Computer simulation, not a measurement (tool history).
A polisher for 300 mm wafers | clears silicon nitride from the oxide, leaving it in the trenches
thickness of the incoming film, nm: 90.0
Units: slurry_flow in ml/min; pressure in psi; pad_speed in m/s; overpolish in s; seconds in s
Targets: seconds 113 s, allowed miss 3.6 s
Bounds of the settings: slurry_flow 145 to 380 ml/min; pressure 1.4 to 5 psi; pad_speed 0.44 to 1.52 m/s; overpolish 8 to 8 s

run,hour,slurry_flow,pressure,pad_speed,overpolish,seconds
1,0,245,3.2,0.98,8,77.044
2,7.5,245,3.2,1.16,8,68.245
3,14.1,245,2.7,1.16,8,74.736
4,21.2,245,2.7,0.96,8,88.265
5,28.1,245,2.4,0.96,8,94.091
6,34.6,245,2.2,0.96,8,98.732
7,41.9,245,2,0.96,8,102.42
8,50.5,245,1.9,0.96,8,105.89
9,54.5,245,1.8,0.96,8,108.82

4 next moves are on the table. One of them brings every result within its allowed miss. Which?
A,58.5,230,1.8,0.92,8,?
B,58.5,235,1.4,0.94,8,?
C,58.5,300,1.9,0.8,8,?
D,58.5,245,1.9,1.02,8,?

move,seconds
A,113.39
B,125.23
C,119.74
D,101.51
A: meets every target
B: takes the result that was furthest off past its target
C: takes the result that was furthest off past its target
D: further off than the last run
Answer: A

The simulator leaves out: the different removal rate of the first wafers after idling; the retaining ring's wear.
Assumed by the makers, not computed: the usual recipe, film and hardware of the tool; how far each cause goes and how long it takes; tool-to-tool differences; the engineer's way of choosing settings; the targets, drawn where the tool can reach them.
